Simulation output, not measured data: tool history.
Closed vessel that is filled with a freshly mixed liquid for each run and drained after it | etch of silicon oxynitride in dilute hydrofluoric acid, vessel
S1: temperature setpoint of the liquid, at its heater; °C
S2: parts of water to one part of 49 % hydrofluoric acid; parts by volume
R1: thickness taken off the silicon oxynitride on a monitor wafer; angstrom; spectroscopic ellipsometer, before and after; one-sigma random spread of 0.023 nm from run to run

{"run": 1, "day": 0.0, "S1": 26, "S2": 80, "time in the liquid (s)": 360, "R1": 125.47}
{"run": 2, "day": 0.138, "S1": 26, "S2": 80, "time in the liquid (s)": 360, "R1": 125.48}
{"run": 3, "day": 0.217, "S1": 26, "S2": 80, "time in the liquid (s)": 360, "R1": 126.02}
{"run": 4, "day": 0.354, "S1": 26, "S2": 80, "time in the liquid (s)": 245, "R1": 85.761}
{"run": 5, "day": 0.662, "S1": 25.5, "S2": 80, "time in the liquid (s)": 245, "R1": 83.453}
{"run": 6, "day": 1.058, "S1": 25.5, "S2": 80, "time in the liquid (s)": 360, "R1": 123.09}
{"run": 7, "day": 1.354, "S1": 25, "S2": 85, "time in the liquid (s)": 360, "R1": 112.77}
{"run": 8, "day": 1.417, "S1": 24.5, "S2": 90, "time in the liquid (s)": 360, "R1": 103.88}

What will run 9 give?
{"day": 1.704, "done": "hydrofluoric acid flow meter replaced"}
{"run": 9, "day": 1.704, "S1": 24, "S2": 90, "time in the liquid (s)": 360, "R1": "?"}

R1: 92.207 angstrom
